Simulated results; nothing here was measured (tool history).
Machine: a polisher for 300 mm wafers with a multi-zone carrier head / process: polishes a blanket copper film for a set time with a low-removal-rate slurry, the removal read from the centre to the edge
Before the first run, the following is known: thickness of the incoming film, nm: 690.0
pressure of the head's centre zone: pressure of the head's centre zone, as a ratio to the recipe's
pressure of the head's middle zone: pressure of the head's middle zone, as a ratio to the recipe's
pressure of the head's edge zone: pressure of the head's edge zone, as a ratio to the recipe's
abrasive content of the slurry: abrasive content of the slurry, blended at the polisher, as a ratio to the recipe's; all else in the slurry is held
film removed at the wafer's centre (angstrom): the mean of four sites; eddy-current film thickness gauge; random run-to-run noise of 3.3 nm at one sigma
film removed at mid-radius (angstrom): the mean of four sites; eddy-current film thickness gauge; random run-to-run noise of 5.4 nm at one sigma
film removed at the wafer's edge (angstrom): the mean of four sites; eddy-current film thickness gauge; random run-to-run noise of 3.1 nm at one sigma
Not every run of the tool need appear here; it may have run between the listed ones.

run,day,flow of slurry (ml/min),pressure of the head's centre zone,pressure of the head's middle zone,pressure of the head's edge zone,abrasive content of the slurry,polishing time (s),film removed at the wafer's centre (angstrom),film removed at mid-radius (angstrom),film removed at the wafer's edge (angstrom)
1,0,240,1,1,1,1,53,2640.9,2614.1,2648
2,0.358,240,1,1,1,1,59,2903.4,2989.8,2956.9
3,0.562,240,1,1,1.05,1,59,2949.9,2908.8,3014.4
4,0.75,210,1,1,1.05,1,59,2860.1,2888.6,2988.7
5,1.046,210,1,1,1.05,1,48,2350.6,2332.1,2436.5
6,1.192,210,1,1,1.05,1,54,2638,2629.7,2750.4

Run 7 has not been measured yet. What should we expect?
7,1.233,200,0.99,1.04,1.06,1.15,58,?,?,?

film removed at the wafer's centre (angstrom): 2866.6
film removed at mid-radius (angstrom): 2888.5
film removed at the wafer's edge (angstrom): 3013.1
